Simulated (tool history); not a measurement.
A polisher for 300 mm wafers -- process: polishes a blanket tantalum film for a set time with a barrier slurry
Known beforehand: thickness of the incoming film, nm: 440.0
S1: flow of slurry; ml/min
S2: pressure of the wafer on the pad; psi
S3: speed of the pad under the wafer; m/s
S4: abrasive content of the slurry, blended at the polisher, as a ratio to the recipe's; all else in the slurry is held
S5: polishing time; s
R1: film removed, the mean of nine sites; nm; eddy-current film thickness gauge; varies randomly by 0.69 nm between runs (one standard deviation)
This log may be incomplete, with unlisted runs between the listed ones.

run,hour,S1,S2,S3,S4,S5,R1
1,0,310,2,0.88,1,115,151.39
2,1.7,365,2,0.88,1,115,154.14
3,5.7,365,1.7,0.8,1,115,124.96
4,10.2,360,1.5,0.72,1,115,103.89
5,18.8,355,1.3,0.68,1,115,90.019
6,26.8,390,1.3,0.68,1,115,88.902

Run 7 has not been measured yet. What should we expect?
7,31.1,390,1.2,0.64,1,115,?

R1: 82.095 nm

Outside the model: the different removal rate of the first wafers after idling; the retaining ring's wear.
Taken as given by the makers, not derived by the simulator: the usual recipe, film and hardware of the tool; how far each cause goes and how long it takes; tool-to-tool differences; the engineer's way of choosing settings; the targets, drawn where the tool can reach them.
